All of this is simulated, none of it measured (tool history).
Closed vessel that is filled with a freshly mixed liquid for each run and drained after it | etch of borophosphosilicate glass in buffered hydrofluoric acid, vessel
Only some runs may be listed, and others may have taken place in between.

| run | hour | temperature setpoint of the liquid (°C) | parts of 40 % ammonium fluoride to one part of 49 % hydrofluoric acid (parts by volume) | time in the liquid (s) | thickness taken off the borophosphosilicate glass on a monitor wafer (Å) |
|---|---|---|---|---|---|
| 1 | 0 | 21 | 8.5 | 85 | 2153.6 |
| 2 | 4.5 | 21.5 | 8.5 | 85 | 2218.3 |
| 3 | 10.7 | 21.5 | 9.5 | 85 | 2000.1 |
| 4 | 14.1 | 21.5 | 9.5 | 85 | 2006.9 |
| 5 | 21.1 | 22.5 | 9.5 | 85 | 2120.3 |
| 6 | 23.4 | 19.5 | 9.5 | 85 | 1797.7 |
| 7 | 27.6 | 23.5 | 9.5 | 85 | 2234.7 |

Forecast run 8:
| 8 | 34.7 | 24 | 9.5 | 85 | ? |

Run 8 produced thickness taken off the borophosphosilicate glass on a monitor wafer (Å) 2293.7.
